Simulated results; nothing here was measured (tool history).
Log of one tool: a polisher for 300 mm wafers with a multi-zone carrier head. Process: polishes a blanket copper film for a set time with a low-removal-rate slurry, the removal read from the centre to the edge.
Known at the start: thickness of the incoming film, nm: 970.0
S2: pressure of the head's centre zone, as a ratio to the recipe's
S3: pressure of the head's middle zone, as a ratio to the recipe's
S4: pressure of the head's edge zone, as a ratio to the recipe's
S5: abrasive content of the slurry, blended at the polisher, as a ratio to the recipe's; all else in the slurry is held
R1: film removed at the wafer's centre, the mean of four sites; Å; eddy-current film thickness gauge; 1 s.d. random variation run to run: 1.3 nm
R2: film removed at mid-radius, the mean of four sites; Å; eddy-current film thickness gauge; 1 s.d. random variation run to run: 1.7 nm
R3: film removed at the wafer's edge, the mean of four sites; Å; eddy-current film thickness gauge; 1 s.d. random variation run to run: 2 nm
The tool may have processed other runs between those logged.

Run 1, hour 0: flow of slurry (ml/min) 315, S2 1, S3 1, S4 1, S5 1, polishing time (s) 55. Result: R1 2415.6 Å, R2 2390.1 Å, R3 2452.5 Å.
Run 2, hour 4.2: flow of slurry (ml/min) 315, S2 1, S3 0.93, S4 1, S5 1, polishing time (s) 55. Result: R1 2409.1 Å, R2 2269.4 Å, R3 2407.8 Å.
Run 3, hour 6.4: flow of slurry (ml/min) 315, S2 1, S3 0.93, S4 1, S5 1.15, polishing time (s) 55. Result: R1 2504 Å, R2 2393.9 Å, R3 2534 Å.
Run 4, hour 13.2: flow of slurry (ml/min) 320, S2 1, S3 0.92, S4 0.94, S5 0.95, polishing time (s) 52. Result: R1 2240.5 Å, R2 2074.3 Å, R3 2193.1 Å.
Run 5, hour 21.7: flow of slurry (ml/min) 320, S2 1, S3 0.92, S4 0.94, S5 0.95, polishing time (s) 39. Result: R1 1698.1 Å, R2 1534.7 Å, R3 1603.9 Å.
Run 6, hour 28.3: flow of slurry (ml/min) 320, S2 1, S3 0.92, S4 0.94, S5 0.95, polishing time (s) 29. Result: R1 1244.9 Å, R2 1181.7 Å, R3 1230.8 Å.
Run 7, hour 29.2: flow of slurry (ml/min) 330, S2 1.06, S3 0.94, S4 0.96, S5 1.15, polishing time (s) 31. Result: R1 1508.3 Å, R2 1362.3 Å, R3 1398.9 Å.
Run 8, hour 35.2: flow of slurry (ml/min) 340, S2 1.1, S3 0.97, S4 1, S5 1.25, polishing time (s) 31. Result: R1 1632.1 Å, R2 1408.2 Å, R3 1457.8 Å.
Run 9, hour 38.4: flow of slurry (ml/min) 340, S2 1.1, S3 0.97, S4 1, S5 1.25, polishing time (s) 31. Result: R1 1619.6 Å, R2 1407.8 Å, R3 1453.6 Å.
Run 10, hour 47.3: flow of slurry (ml/min) 345, S2 1.12, S3 1.01, S4 1.04, S5 1.35, polishing time (s) 31. Result: R1 1670.6 Å, R2 1490.1 Å, R3 1561.3 Å.

For run 11, what comes out?
Run 11, hour 49.3: flow of slurry (ml/min) 355, S2 1.14, S3 1.03, S4 1.04, S5 1.4, polishing time (s) 31. Result: R1 ?, R2 ?, R3 ?.

R1: 1732.6 Å
R2: 1569.3 Å
R3: 1553.2 Å

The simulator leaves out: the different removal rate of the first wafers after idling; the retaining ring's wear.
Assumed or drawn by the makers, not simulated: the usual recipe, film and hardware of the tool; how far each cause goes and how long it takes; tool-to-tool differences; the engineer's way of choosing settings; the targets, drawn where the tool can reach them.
